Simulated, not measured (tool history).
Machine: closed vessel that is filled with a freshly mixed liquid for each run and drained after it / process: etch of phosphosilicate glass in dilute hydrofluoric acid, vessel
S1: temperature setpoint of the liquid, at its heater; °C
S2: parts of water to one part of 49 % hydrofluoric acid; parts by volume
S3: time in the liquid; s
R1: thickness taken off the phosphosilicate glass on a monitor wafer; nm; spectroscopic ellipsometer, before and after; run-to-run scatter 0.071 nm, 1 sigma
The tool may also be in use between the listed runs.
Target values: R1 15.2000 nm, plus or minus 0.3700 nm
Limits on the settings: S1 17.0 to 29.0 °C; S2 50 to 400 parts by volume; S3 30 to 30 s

run 1 hour=0.0 | S1=21.0 S2=225 S3=30 | R1=8.5968
run 2 hour=3.6 | S1=21.0 S2=160 S3=30 | R1=13.0680
run 3 hour=5.6 | S1=22.0 S2=160 S3=30 | R1=13.5180
run 4 hour=7.7 | S1=23.0 S2=160 S3=30 | R1=14.0940
run 5 hour=12.6 | S1=23.5 S2=160 S3=30 | R1=14.2470
run 6 hour=13.9 | S1=23.5 S2=95 S3=30 | R1=26.1510
run 7 hour=19.8 | S1=23.5 S2=95 S3=30 | R1=26.2290
run 8 hour=24.8 | S1=21.5 S2=105 S3=30 | R1=21.6290

Consider the 5 candidate settings below. Which is the only one whose results all fall within their allowed miss of target?
run A hour=29.8 | S1=20.5 S2=70 S3=30 | R1=?
run B hour=29.8 | S1=22.5 S2=120 S3=30 | R1=?
run C hour=29.8 | S1=20.5 S2=125 S3=30 | R1=?
run D hour=29.8 | S1=21.0 S2=140 S3=30 | R1=?
run E hour=29.8 | S1=18.0 S2=135 S3=30 | R1=?

move=A R1=32.4630
move=B R1=19.2930
move=C R1=17.0260
move=D R1=15.2400
move=E R1=14.1150
A: the biggest miss grows against the last run
B: nearer than the last run, and not there yet
C: nearer than the last run, and not there yet
D: each result inside its tolerance
E: takes the result that was furthest off past its target
Answer: D

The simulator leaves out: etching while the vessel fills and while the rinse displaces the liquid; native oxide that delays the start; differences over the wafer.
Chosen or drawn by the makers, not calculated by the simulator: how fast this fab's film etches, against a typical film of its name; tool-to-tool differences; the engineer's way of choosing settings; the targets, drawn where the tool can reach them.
